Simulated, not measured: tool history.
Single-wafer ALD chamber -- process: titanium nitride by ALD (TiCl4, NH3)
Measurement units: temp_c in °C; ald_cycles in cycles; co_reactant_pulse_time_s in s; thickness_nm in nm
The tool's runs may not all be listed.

run,hour,temp_c,ald_cycles,co_reactant_pulse_time_s,thickness_nm
1,0,390,131,2.15,2.8015
2,7.7,390,131,2.15,2.8209
3,12.7,385,131,1.86,2.7806
4,20.4,385,131,1.62,2.7539
5,27,381,131,1.44,2.6889
6,28.5,381,136,1.44,2.8024
7,29.2,378,135,1.3,2.7313
8,37.5,376,134,1.26,2.683
9,42.2,374,133,1.26,2.6283
10,43.1,373,133,1.26,2.6273
11,49.8,372,133,1.26,2.6299

What does the tool deliver on the next run?
12,50.4,371,133,1.26,?

{"run 12": {"thickness_nm": 2.6103}}
